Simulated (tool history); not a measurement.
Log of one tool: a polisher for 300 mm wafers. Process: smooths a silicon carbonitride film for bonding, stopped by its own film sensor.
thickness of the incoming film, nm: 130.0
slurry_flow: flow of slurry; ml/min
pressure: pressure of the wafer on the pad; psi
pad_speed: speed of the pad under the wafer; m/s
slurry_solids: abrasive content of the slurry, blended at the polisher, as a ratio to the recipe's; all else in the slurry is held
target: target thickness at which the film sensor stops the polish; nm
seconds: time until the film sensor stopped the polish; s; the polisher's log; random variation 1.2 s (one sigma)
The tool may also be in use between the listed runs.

| run | hour | slurry_flow | pressure | pad_speed | slurry_solids | target | seconds |
|---|---|---|---|---|---|---|---|
| 1 | 0.0 | 210 | 1.9 | 0.68 | 1.0 | 116 | 67.546 |
| 2 | 5.5 | 210 | 1.9 | 0.52 | 1.0 | 116 | 84.280 |
| 3 | 12.7 | 210 | 1.9 | 0.60 | 1.0 | 116 | 76.120 |
| 4 | 13.7 | 210 | 1.8 | 0.60 | 1.0 | 116 | 80.165 |
| 5 | 19.4 | 210 | 2.1 | 0.60 | 1.0 | 116 | 68.610 |
| 6 | 21.7 | 210 | 2.1 | 0.60 | 1.2 | 116 | 63.563 |

Forecast run 7:
| 7 | 26.5 | 210 | 1.9 | 0.60 | 1.2 | 116 | ? |

{"run 7": {"seconds": 69.429}}
